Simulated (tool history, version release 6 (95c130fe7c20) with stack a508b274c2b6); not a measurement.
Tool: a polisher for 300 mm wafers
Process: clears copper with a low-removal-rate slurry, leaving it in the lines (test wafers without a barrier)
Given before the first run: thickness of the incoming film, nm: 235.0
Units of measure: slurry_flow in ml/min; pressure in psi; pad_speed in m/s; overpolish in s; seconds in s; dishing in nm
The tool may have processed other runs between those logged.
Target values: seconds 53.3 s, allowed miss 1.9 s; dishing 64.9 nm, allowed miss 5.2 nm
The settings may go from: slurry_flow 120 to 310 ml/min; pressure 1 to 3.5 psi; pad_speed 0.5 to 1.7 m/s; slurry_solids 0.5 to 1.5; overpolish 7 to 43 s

run,hour,slurry_flow,pressure,pad_speed,slurry_solids,overpolish,seconds,dishing
1,0,200,2.2,1.1,1,22,88.839,38.46
2,6.8,200,2.2,0.92,1,22,105.73,32.676
3,12.5,180,2.2,0.92,1,22,106.78,32.015
4,15.5,180,2.2,1.1,1,22,91.661,36.902
5,18.9,180,2,1.1,1,22,100.52,34.121
6,24.6,180,2,1.1,1,26,99.187,37.449
7,30.6,195,2.4,1.1,1,26,82.28,44.827
8,35.7,205,2.7,1.1,1,26,73.305,47.198
9,43.4,205,3.3,1.12,1,31,58.937,57.494

4 candidate next runs follow, results not yet known. Just one meets every target within its allowed miss. Identify it.
A,51.1,170,3.2,1.04,1,22,?,?
B,51.1,210,3.4,0.96,1.05,32,?,?
C,51.1,200,3.4,1.18,1.05,19,?,?
D,51.1,200,3.5,1.12,1.2,35,?,?

move,seconds,dishing
A,66.245,45.34
B,65.737,56.088
C,54.037,47.176
D,53.974,63.425
A: its largest miss is bigger than the last run's
B: its largest miss is bigger than the last run's
C: brings the last run's worst result on target, with another outside its allowed miss
D: in spec on every target
Answer: D
